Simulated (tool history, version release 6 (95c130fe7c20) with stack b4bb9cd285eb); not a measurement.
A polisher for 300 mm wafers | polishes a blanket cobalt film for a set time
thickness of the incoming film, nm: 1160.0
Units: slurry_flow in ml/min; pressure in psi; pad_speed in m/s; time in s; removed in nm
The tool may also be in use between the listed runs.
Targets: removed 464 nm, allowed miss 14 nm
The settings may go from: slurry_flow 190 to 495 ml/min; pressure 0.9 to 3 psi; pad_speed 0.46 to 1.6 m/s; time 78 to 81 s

run 1 hour=0 | slurry_flow=320 pressure=1.9 pad_speed=1.02 time=78 | removed=329.57
run 2 hour=8.5 | slurry_flow=255 pressure=1.9 pad_speed=1.02 time=78 | removed=322.63
run 3 hour=9.6 | slurry_flow=205 pressure=1.9 pad_speed=1.02 time=78 | removed=312.5
run 4 hour=18.2 | slurry_flow=285 pressure=1.9 pad_speed=1.02 time=78 | removed=331.91
run 5 hour=18.9 | slurry_flow=305 pressure=2 pad_speed=1.02 time=78 | removed=347.76
run 6 hour=21.8 | slurry_flow=305 pressure=2 pad_speed=1.02 time=78 | removed=344.59
run 7 hour=25.2 | slurry_flow=310 pressure=2.2 pad_speed=1.02 time=78 | removed=382.13
run 8 hour=27.1 | slurry_flow=315 pressure=2.3 pad_speed=1.02 time=78 | removed=403.03
run 9 hour=31.9 | slurry_flow=320 pressure=2.4 pad_speed=1.02 time=78 | removed=417.72

4 next moves are on the table. One of them brings every result within its allowed miss. Which?
run A hour=36.7 | slurry_flow=340 pressure=2.5 pad_speed=1.02 time=78 | removed=?
run B hour=36.7 | slurry_flow=300 pressure=2.4 pad_speed=1.06 time=78 | removed=?
run C hour=36.7 | slurry_flow=335 pressure=2.5 pad_speed=1.06 time=81 | removed=?
run D hour=36.7 | slurry_flow=325 pressure=2.8 pad_speed=0.9 time=80 | removed=?

move=A removed=431.55
move=B removed=425.76
move=C removed=464.63
move=D removed=436.42
A: nearer than the last run, and not there yet
B: nearer than the last run, and not there yet
C: meets every target
D: nearer than the last run, and not there yet
Move C is the one to make.
